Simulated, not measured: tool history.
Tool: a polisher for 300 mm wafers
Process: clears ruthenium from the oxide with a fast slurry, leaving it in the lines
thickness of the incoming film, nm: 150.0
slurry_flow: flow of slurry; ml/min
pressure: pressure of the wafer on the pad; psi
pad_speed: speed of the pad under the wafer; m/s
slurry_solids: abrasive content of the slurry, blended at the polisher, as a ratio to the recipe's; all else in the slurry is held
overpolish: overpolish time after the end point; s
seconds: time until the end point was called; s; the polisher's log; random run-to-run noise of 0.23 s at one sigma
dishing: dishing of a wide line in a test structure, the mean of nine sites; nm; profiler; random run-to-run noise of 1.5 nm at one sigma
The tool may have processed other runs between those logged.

run	hour	slurry_flow	pressure	pad_speed	slurry_solids	overpolish	seconds	dishing
1	0.0	150	3.2	1.24	1.00	23	28.001	96.762
2	5.8	150	2.8	1.24	1.00	23	31.681	86.836
3	10.9	165	2.8	1.24	1.00	23	31.488	87.422
4	19.2	165	2.9	1.24	1.00	23	30.163	88.971
5	27.4	165	2.9	1.24	0.85	23	31.933	85.889
6	33.7	165	3.0	1.24	0.85	23	31.176	87.707

Run 7 has not been measured yet. What should we expect?
7	40.6	165	3.1	1.24	0.85	23	?	?

seconds: 30.343 s
dishing: 89.748 nm

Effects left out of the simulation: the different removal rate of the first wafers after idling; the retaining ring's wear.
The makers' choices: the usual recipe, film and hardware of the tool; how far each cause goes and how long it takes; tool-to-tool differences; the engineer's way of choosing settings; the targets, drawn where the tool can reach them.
